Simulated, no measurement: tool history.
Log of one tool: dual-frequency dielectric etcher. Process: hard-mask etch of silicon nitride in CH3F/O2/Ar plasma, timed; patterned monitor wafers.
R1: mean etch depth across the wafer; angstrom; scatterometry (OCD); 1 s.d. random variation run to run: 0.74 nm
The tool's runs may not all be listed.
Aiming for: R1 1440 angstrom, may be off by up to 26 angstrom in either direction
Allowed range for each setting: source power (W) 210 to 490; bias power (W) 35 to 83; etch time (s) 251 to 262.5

{"run": 1, "hour": 0.0, "source power (W)": 350, "bias power (W)": 59, "etch time (s)": 251, "R1": 1599.6}
{"run": 2, "hour": 6.7, "source power (W)": 340, "bias power (W)": 59, "etch time (s)": 251, "R1": 1575.6}
{"run": 3, "hour": 11.3, "source power (W)": 340, "bias power (W)": 59, "etch time (s)": 251, "R1": 1571.1}
{"run": 4, "hour": 17.2, "source power (W)": 330, "bias power (W)": 59, "etch time (s)": 251, "R1": 1555.6}
{"run": 5, "hour": 23.5, "source power (W)": 320, "bias power (W)": 59, "etch time (s)": 251, "R1": 1535.9}
{"run": 6, "hour": 26.4, "source power (W)": 320, "bias power (W)": 51, "etch time (s)": 251, "R1": 1485.7}
{"run": 7, "hour": 29.8, "source power (W)": 310, "bias power (W)": 51, "etch time (s)": 251, "R1": 1483.4}
{"run": 8, "hour": 37.8, "source power (W)": 280, "bias power (W)": 50, "etch time (s)": 251, "R1": 1407.7}

5 next moves are on the table. One of them brings every result within its allowed miss. Which?
{"run": "A", "hour": 45.8, "source power (W)": 320, "bias power (W)": 43, "etch time (s)": 262.5, "R1": "?"}
{"run": "B", "hour": 45.8, "source power (W)": 300, "bias power (W)": 50, "etch time (s)": 251, "R1": "?"}
{"run": "C", "hour": 45.8, "source power (W)": 300, "bias power (W)": 47, "etch time (s)": 262.5, "R1": "?"}
{"run": "D", "hour": 45.8, "source power (W)": 320, "bias power (W)": 48, "etch time (s)": 255, "R1": "?"}
{"run": "E", "hour": 45.8, "source power (W)": 250, "bias power (W)": 51, "etch time (s)": 252, "R1": "?"}

move=A R1=1500.5
move=B R1=1445
move=C R1=1492
move=D R1=1489.7
move=E R1=1365.9
A: pushes the last run's worst result past its target
B: each result inside its tolerance
C: pushes the last run's worst result past its target
D: pushes the last run's worst result past its target
E: lands further from the targets than the last run did
Correct choice: B, which meets every target
